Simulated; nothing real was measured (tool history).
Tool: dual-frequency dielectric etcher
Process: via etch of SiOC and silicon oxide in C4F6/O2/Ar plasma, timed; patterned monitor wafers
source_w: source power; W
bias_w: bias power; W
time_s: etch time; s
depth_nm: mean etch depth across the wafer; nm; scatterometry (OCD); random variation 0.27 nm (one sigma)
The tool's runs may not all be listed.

{"run": 1, "hour": 0.0, "source_w": 380, "bias_w": 190, "time_s": 72, "depth_nm": 74.791}
{"run": 2, "hour": 2.4, "source_w": 400, "bias_w": 193, "time_s": 72, "depth_nm": 75.519}
{"run": 3, "hour": 5.1, "source_w": 420, "bias_w": 202, "time_s": 72, "depth_nm": 77.406}
{"run": 4, "hour": 8.1, "source_w": 440, "bias_w": 212, "time_s": 72, "depth_nm": 79.505}
{"run": 5, "hour": 12.8, "source_w": 450, "bias_w": 220, "time_s": 72, "depth_nm": 80.779}
{"run": 6, "hour": 14.9, "source_w": 390, "bias_w": 220, "time_s": 72, "depth_nm": 77.181}
{"run": 7, "hour": 16.1, "source_w": 410, "bias_w": 227, "time_s": 72, "depth_nm": 79.599}
{"run": 8, "hour": 17.3, "source_w": 430, "bias_w": 232, "time_s": 72, "depth_nm": 80.796}
{"run": 9, "hour": 22.6, "source_w": 430, "bias_w": 232, "time_s": 72, "depth_nm": 81.018}

The next listed run, before its measurement:
{"run": 10, "hour": 26.1, "source_w": 450, "bias_w": 236, "time_s": 72, "depth_nm": "?"}

Run 10 gave depth_nm 82.326 nm.
